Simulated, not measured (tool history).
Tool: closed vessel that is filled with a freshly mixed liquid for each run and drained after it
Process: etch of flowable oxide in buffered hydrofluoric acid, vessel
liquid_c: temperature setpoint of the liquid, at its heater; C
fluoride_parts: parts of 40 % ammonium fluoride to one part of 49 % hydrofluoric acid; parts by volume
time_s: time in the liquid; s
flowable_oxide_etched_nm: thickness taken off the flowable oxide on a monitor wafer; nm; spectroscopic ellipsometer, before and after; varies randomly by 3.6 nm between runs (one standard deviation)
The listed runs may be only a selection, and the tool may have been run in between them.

| run | hour | liquid_c | fluoride_parts | time_s | flowable_oxide_etched_nm |
|---|---|---|---|---|---|
| 1 | 0 | 24 | 9.5 | 95 | 299.97 |
| 2 | 2.1 | 27 | 9.5 | 95 | 355.02 |
| 3 | 10.4 | 27 | 9.5 | 105 | 394.44 |
| 4 | 14.7 | 27 | 9.5 | 105 | 387.98 |
| 5 | 22.4 | 28.5 | 8.5 | 105 | 469.88 |
|  | 26.3 | thermometer replaced |
| 6 | 26.3 | 28.5 | 8.5 | 95 | 483.67 |
| 7 | 29.9 | 29.5 | 8.5 | 95 | 505.98 |

What will run 8 give?
| 8 | 35.3 | 30.5 | 8.5 | 95 | ? |

flowable_oxide_etched_nm: 535.63 nm
